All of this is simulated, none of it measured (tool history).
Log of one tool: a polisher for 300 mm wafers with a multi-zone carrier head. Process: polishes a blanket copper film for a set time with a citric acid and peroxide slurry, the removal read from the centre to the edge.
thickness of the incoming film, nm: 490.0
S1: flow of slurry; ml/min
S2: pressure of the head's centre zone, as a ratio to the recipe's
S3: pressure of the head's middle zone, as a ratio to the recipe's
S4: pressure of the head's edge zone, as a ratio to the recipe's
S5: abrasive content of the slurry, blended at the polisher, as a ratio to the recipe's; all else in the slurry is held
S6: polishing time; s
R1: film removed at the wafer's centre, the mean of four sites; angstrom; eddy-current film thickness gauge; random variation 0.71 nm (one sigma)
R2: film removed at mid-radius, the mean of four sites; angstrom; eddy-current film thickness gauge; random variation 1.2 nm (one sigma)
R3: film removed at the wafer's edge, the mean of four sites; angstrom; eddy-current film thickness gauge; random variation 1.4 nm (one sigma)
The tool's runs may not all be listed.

run 1 hour=0 | S1=265 S2=1 S3=1 S4=1 S5=1 S6=62 | R1=1379.4 R2=1435.2 R3=1440
run 2 hour=8.3 | S1=315 S2=1 S3=1 S4=1 S5=1 S6=62 | R1=1412.6 R2=1431.9 R3=1404.2
run 3 hour=9.4 | S1=315 S2=0.96 S3=1 S4=1 S5=1 S6=62 | R1=1343 R2=1425.6 R3=1479.5
run 4 hour=14.4 | S1=350 S2=0.96 S3=1 S4=1 S5=1 S6=62 | R1=1363.7 R2=1452 R3=1441.8
run 5 hour=17.6 | S1=355 S2=0.97 S3=0.94 S4=1 S5=0.85 S6=59 | R1=1241.8 R2=1228.4 R3=1312.4
run 6 hour=19.5 | S1=355 S2=0.97 S3=1.01 S4=1 S5=0.85 S6=59 | R1=1253.3 R2=1328.9 R3=1289.1
run 7 hour=21.7 | S1=365 S2=0.97 S3=0.95 S4=0.98 S5=0.75 S6=59 | R1=1187.2 R2=1220.1 R3=1212
run 8 hour=27.3 | S1=360 S2=0.98 S3=0.9 S4=0.98 S5=0.7 S6=58 | R1=1158.4 R2=1102.3 R3=1179.4
run 9 hour=35.9 | S1=355 S2=0.98 S3=0.87 S4=0.96 S5=0.7 S6=58 | R1=1166.9 R2=1058.6 R3=1208.5

The next listed run, before its measurement:
run 10 hour=40 | S1=360 S2=0.98 S3=0.86 S4=0.95 S5=0.65 S6=58 | R1=? R2=? R3=?

R1: 1123.6 angstrom
R2: 1052.5 angstrom
R3: 1158 angstrom
